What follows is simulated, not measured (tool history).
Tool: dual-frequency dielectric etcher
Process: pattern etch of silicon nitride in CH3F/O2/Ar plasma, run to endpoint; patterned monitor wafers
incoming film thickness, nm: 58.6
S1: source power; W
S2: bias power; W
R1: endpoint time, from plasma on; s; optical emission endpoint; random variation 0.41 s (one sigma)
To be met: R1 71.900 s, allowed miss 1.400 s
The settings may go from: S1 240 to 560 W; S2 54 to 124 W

run,hour,S1,S2,R1
1,0.0,400,89,83.164
2,6.0,470,89,77.855
3,12.8,540,89,72.839
4,19.7,480,89,76.290
5,28.7,510,89,75.161
6,33.2,480,89,75.999
7,36.5,490,89,75.999
8,37.9,500,89,75.395
9,46.5,510,89,75.463
10,48.3,510,90,73.746
11,54.9,520,90,74.234

Which of these 5 next moves meets every target?
A,61.5,550,93,?
B,61.5,520,78,?
C,61.5,460,88,?
D,61.5,540,79,?
E,61.5,520,86,?

move,R1
A,71.359
B,76.640
C,77.889
D,75.222
E,74.615
A: meets every target
B: further off than the last run
C: further off than the last run
D: further off than the last run
E: further off than the last run
Answer: A
